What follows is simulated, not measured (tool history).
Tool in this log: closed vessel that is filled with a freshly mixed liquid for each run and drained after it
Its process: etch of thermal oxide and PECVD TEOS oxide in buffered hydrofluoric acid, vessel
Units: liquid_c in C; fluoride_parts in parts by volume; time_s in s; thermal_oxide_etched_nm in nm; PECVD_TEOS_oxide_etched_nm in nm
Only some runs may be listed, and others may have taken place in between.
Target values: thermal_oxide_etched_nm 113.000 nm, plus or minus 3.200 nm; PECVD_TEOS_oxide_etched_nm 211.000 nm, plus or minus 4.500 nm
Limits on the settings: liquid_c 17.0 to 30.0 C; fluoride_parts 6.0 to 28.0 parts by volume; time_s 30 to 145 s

| run | hour | liquid_c | fluoride_parts | time_s | thermal_oxide_etched_nm | PECVD_TEOS_oxide_etched_nm |
|---|---|---|---|---|---|---|
| 1 | 0.0 | 22.0 | 17.0 | 75 | 50.400 | 94.330 |
| 2 | 9.0 | 22.0 | 17.0 | 85 | 57.527 | 107.390 |
| 3 | 11.0 | 25.5 | 17.0 | 85 | 69.568 | 127.390 |
| 4 | 18.9 | 25.5 | 21.0 | 85 | 56.889 | 107.440 |
| 5 | 24.3 | 25.5 | 21.0 | 70 | 46.903 | 88.301 |
| 6 | 31.2 | 26.0 | 18.5 | 70 | 54.052 | 100.450 |
| 7 | 35.3 | 26.5 | 16.5 | 70 | 61.626 | 115.820 |
| 8 | 40.0 | 27.0 | 15.0 | 70 | 70.888 | 130.200 |
| 9 | 45.3 | 27.5 | 14.0 | 70 | 77.549 | 143.580 |
| 10 | 50.8 | 28.0 | 13.0 | 70 | 84.389 | 157.260 |
| 11 | 55.9 | 28.5 | 12.5 | 70 | 90.730 | 168.810 |
| 12 | 63.2 | 29.0 | 12.0 | 70 | 96.668 | 182.650 |
| 13 | 66.2 | 29.0 | 11.5 | 70 | 101.250 | 187.770 |
| 14 | 68.4 | 29.5 | 11.0 | 70 | 107.860 | 201.600 |

Which of these 4 next moves meets every target?
| A | 70.6 | 22.0 | 6.0 | 65 | ? | ? |
| B | 70.6 | 27.0 | 12.5 | 100 | ? | ? |
| C | 70.6 | 23.5 | 12.5 | 120 | ? | ? |
| D | 70.6 | 29.0 | 8.5 | 60 | ? | ? |

| move | thermal_oxide_etched_nm | PECVD_TEOS_oxide_etched_nm |
|---|---|---|
| A | 118.180 | 220.170 |
| B | 119.730 | 223.050 |
| C | 118.880 | 221.470 |
| D | 112.870 | 210.280 |
A: the result that was furthest off in the last run now lies on the other side of its target
B: the result that was furthest off in the last run now lies on the other side of its target
C: the result that was furthest off in the last run now lies on the other side of its target
D: each result inside its tolerance
D is the move that brings every result within its allowed miss.

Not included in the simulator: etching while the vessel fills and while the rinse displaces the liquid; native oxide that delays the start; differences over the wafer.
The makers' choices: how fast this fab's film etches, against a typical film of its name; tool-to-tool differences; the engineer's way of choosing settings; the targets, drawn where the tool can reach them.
